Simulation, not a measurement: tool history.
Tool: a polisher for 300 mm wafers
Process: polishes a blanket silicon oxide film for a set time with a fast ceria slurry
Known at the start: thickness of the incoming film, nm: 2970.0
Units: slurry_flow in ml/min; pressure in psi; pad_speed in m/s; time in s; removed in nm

run  hour  slurry_flow  pressure  pad_speed  time  removed
  1     0          240       1.9        1.1    59   774.73
  2   7.5          240       1.6        1.1    59   660.65
  3  14.9          240       2.1        1.1    59   848.16
  4  21.6          240         2        1.1    59   809.54
  5  27.8          240       1.9        1.1    59   772.17
  6  34.7          240       1.7        1.1    59   701.11

Forecast run 7:
  7  38.8          240       1.6        1.1    59        ?

{"run 7": {"removed": 672.49}}
